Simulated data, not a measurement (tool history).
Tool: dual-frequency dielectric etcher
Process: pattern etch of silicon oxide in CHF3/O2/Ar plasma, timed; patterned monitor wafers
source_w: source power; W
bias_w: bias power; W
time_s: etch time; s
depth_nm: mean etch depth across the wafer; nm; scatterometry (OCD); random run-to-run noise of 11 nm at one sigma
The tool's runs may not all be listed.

run	hour	source_w	bias_w	time_s	depth_nm
1	0.0	790	217	730.5	1813.8
2	8.7	790	183	730.5	1703.9
3	15.4	760	181	730.5	1677.9
4	23.4	760	201	730.5	1740.7
5	29.6	730	198	730.5	1697.0
6	32.1	710	196	730.5	1649.8

Estimate the outcome of run 7 from the log above:
7	35.8	710	196	730.5	?

{"run 7": {"depth_nm": 1649.1}}

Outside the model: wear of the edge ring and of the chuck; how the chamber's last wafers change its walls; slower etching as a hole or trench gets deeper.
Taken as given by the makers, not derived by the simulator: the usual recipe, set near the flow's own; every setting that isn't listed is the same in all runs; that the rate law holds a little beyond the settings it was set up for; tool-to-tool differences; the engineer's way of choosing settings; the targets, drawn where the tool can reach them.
